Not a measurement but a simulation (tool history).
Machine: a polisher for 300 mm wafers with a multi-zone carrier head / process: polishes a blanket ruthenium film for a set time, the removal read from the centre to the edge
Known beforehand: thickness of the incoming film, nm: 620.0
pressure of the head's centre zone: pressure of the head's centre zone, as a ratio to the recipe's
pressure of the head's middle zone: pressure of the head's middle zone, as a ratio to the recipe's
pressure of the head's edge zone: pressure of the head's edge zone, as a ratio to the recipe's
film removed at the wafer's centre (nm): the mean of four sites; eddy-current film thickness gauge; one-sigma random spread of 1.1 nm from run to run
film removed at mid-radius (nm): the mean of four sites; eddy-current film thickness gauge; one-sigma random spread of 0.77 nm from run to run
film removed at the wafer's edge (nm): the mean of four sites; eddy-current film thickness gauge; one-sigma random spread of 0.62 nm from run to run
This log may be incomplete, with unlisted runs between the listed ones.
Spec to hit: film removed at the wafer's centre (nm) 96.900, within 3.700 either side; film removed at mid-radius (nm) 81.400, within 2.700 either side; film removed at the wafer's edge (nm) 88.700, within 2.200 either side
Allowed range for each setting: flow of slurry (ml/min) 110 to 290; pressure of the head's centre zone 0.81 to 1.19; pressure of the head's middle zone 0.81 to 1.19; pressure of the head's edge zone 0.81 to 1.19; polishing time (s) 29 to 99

run  hour  flow of slurry (ml/min)  pressure of the head's centre zone  pressure of the head's middle zone  pressure of the head's edge zone  polishing time (s)  film removed at the wafer's centre (nm)  film removed at mid-radius (nm)  film removed at the wafer's edge (nm)
  1   0.0                      185                                1.00                                1.00                              1.00                  64                                   79.611                           82.272                                 81.234
  2   5.7                      195                                1.02                                0.99                              1.01                  64                                   81.748                           80.843                                 81.061
  3  11.0                      160                                1.02                                0.99                              1.01                  64                                   78.624                           78.751                                 78.859
  4  15.2                      160                                1.09                                0.99                              1.01                  64                                   82.629                           79.725                                 79.078
  5  23.5                      160                                1.05                                0.99                              1.01                  64                                   81.378                           79.403                                 79.642
  6  24.3                      160                                1.05                                1.05                              1.01                  64                                   78.549                           82.861                                 79.340
  7  33.3                      170                                1.06                                1.03                              1.03                  64                                   82.321                           82.045                                 81.029
  8  38.1                      220                                1.10                                0.95                              1.12                  64                                   88.591                           80.042                                 85.155

Pick the move, out of 4, that brings all results within their allowed miss; only one does.
  A  42.9                      195                                1.08                                1.03                              1.16                  68                                        ?                                ?                                      ?
  B  42.9                      220                                1.10                                1.02                              1.15                  59                                        ?                                ?                                      ?
  C  42.9                      250                                1.15                                0.93                              1.10                  65                                        ?                                ?                                      ?
  D  42.9                      210                                1.01                                0.95                              1.16                  70                                        ?                                ?                                      ?

move  film removed at the wafer's centre (nm)  film removed at mid-radius (nm)  film removed at the wafer's edge (nm)
   A                                   89.323                           89.826                                 91.643
   B                                   80.533                           78.681                                 80.268
   C                                   94.446                           81.523                                 87.855
   D                                   86.989                           87.386                                 95.232
A: further off than the last run
B: further off than the last run
C: hits every target within its allowed miss
D: further off than the last run
The right move is C.

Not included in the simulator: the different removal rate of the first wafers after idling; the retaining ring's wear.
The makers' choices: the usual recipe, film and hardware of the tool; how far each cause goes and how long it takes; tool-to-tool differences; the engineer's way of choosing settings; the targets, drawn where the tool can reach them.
